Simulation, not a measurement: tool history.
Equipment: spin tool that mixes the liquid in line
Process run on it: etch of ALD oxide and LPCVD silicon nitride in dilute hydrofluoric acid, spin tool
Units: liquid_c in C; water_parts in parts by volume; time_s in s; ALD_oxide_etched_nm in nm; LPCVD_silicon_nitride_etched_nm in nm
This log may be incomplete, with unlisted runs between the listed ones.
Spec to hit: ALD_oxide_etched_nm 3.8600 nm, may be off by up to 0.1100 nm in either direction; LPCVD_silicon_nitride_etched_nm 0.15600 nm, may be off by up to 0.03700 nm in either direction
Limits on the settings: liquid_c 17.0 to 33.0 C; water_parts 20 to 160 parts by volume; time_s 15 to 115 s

| run | hour | liquid_c | water_parts | time_s | ALD_oxide_etched_nm | LPCVD_silicon_nitride_etched_nm |
|---|---|---|---|---|---|---|
| 1 | 0.0 | 25.0 | 90 | 60 | 9.3422 | 0.41368 |
| 2 | 7.8 | 23.0 | 105 | 60 | 7.2775 | 0.32093 |
| 3 | 9.3 | 21.5 | 115 | 60 | 6.1593 | 0.24093 |
| 4 | 16.6 | 21.0 | 125 | 60 | 5.5232 | 0.24460 |
| 5 | 17.3 | 20.0 | 130 | 60 | 5.1013 | 0.18627 |
| 6 | 23.1 | 23.0 | 130 | 60 | 5.7304 | 0.26975 |
| 7 | 23.6 | 22.0 | 135 | 60 | 5.2236 | 0.24448 |
| 8 | 25.9 | 21.0 | 140 | 60 | 4.8460 | 0.22507 |

Below are 4 possible settings for the next run. Only one of them brings all results inside the allowed miss of their targets. Which is it?
| A | 28.2 | 19.5 | 140 | 50 | ? | ? |
| B | 28.2 | 18.0 | 125 | 50 | ? | ? |
| C | 28.2 | 17.0 | 150 | 65 | ? | ? |
| D | 28.2 | 20.0 | 160 | 55 | ? | ? |

| move | ALD_oxide_etched_nm | LPCVD_silicon_nitride_etched_nm |
|---|---|---|
| A | 3.8281 | 0.15618 |
| B | 4.0965 | 0.15745 |
| C | 4.1543 | 0.16025 |
| D | 3.6818 | 0.15600 |
A: each result inside its tolerance
B: closer than the last run, but not yet in spec
C: closer than the last run, but not yet in spec
D: the result that was furthest off in the last run now lies on the other side of its target
The move that meets every target is A.
